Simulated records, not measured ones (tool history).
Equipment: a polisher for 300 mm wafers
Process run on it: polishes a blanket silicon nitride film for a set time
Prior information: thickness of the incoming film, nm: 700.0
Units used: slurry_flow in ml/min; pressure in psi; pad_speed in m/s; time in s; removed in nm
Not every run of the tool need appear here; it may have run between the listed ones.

{"run": 1, "hour": 0.0, "slurry_flow": 285, "pressure": 3.3, "pad_speed": 0.98, "time": 89, "removed": 165.46}
{"run": 2, "hour": 7.0, "slurry_flow": 285, "pressure": 2.8, "pad_speed": 0.98, "time": 89, "removed": 148.09}
{"run": 3, "hour": 13.9, "slurry_flow": 285, "pressure": 2.6, "pad_speed": 0.98, "time": 89, "removed": 143.07}
{"run": 4, "hour": 18.6, "slurry_flow": 285, "pressure": 3.2, "pad_speed": 0.98, "time": 89, "removed": 163.15}
{"run": 5, "hour": 23.2, "slurry_flow": 285, "pressure": 3.2, "pad_speed": 0.98, "time": 93, "removed": 170.3}
{"run": 6, "hour": 25.1, "slurry_flow": 310, "pressure": 3.2, "pad_speed": 0.98, "time": 93, "removed": 170.38}
{"run": 7, "hour": 27.0, "slurry_flow": 310, "pressure": 2.9, "pad_speed": 0.98, "time": 93, "removed": 158.58}

For run 8, what comes out?
{"run": 8, "hour": 34.4, "slurry_flow": 310, "pressure": 2.6, "pad_speed": 0.98, "time": 93, "removed": "?"}

{"run 8": {"removed": 147.3}}
